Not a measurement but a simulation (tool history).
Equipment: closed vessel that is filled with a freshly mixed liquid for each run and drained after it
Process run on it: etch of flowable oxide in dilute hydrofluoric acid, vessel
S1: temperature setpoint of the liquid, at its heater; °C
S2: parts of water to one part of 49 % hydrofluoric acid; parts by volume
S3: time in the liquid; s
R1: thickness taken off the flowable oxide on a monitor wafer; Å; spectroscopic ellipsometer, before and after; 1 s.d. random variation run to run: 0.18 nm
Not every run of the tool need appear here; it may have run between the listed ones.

run,hour,S1,S2,S3,R1
1,0,21,80,100,536.68
2,4.2,20,85,100,480.55
3,10.4,19.5,90,100,441.02
4,14.6,23,90,100,514.84
5,18.5,23,105,100,437.67
6,22.2,23,105,100,432.3
7,25.8,23,105,100,438.79

What does the tool deliver on the next run?
# hour 31.2: thermometer replaced
8,31.2,22,105,100,?

R1: 457.98 Å
